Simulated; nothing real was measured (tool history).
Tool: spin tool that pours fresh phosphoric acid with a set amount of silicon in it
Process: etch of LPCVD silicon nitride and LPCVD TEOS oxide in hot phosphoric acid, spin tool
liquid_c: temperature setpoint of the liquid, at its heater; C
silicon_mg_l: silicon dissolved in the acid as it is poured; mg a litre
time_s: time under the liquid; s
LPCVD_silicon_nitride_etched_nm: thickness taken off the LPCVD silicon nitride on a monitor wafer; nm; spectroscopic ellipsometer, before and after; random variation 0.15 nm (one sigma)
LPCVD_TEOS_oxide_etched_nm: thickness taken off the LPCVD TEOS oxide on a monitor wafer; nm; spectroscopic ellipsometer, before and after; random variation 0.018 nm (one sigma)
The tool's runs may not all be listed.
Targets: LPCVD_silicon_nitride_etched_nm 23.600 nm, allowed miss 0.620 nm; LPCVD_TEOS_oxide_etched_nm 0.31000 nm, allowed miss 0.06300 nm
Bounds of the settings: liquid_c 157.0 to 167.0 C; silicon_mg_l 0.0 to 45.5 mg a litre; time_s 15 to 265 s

| run | hour | liquid_c | silicon_mg_l | time_s | LPCVD_silicon_nitride_etched_nm | LPCVD_TEOS_oxide_etched_nm |
|---|---|---|---|---|---|---|
| 1 | 0.0 | 162.0 | 20.0 | 135 | 13.393 | 0.41375 |
| 2 | 3.3 | 162.0 | 20.0 | 185 | 18.561 | 0.53959 |
| 3 | 6.2 | 162.0 | 24.0 | 190 | 18.761 | 0.50324 |
| 4 | 10.5 | 160.5 | 24.0 | 190 | 17.975 | 0.47331 |
| 5 | 12.2 | 160.5 | 30.0 | 190 | 18.230 | 0.37350 |
| 6 | 13.7 | 160.5 | 30.0 | 170 | 15.951 | 0.31724 |
| 7 | 22.3 | 161.0 | 32.0 | 175 | 16.641 | 0.33228 |
| 8 | 24.3 | 160.0 | 45.0 | 235 | 22.043 | 0.18175 |
| 9 | 29.0 | 160.0 | 45.0 | 235 | 21.841 | 0.19020 |
| 10 | 29.7 | 160.5 | 44.0 | 235 | 21.985 | 0.18058 |
| 11 | 32.4 | 160.5 | 42.5 | 235 | 22.401 | 0.22204 |

Which of these 5 next moves meets every target?
| A | 35.1 | 161.5 | 26.0 | 240 | ? | ? |
| B | 35.1 | 160.0 | 45.5 | 245 | ? | ? |
| C | 35.1 | 160.5 | 24.5 | 250 | ? | ? |
| D | 35.1 | 160.5 | 38.5 | 250 | ? | ? |
| E | 35.1 | 159.0 | 43.0 | 225 | ? | ? |

| move | LPCVD_silicon_nitride_etched_nm | LPCVD_TEOS_oxide_etched_nm |
|---|---|---|
| A | 23.509 | 0.51969 |
| B | 22.816 | 0.17100 |
| C | 23.678 | 0.52860 |
| D | 23.678 | 0.28597 |
| E | 20.256 | 0.16734 |
A: brings the result that was furthest off to its target, and leaves another outside
B: further off than the last run
C: brings the result that was furthest off to its target, and leaves another outside
D: meets every target
E: further off than the last run
The right move is D.

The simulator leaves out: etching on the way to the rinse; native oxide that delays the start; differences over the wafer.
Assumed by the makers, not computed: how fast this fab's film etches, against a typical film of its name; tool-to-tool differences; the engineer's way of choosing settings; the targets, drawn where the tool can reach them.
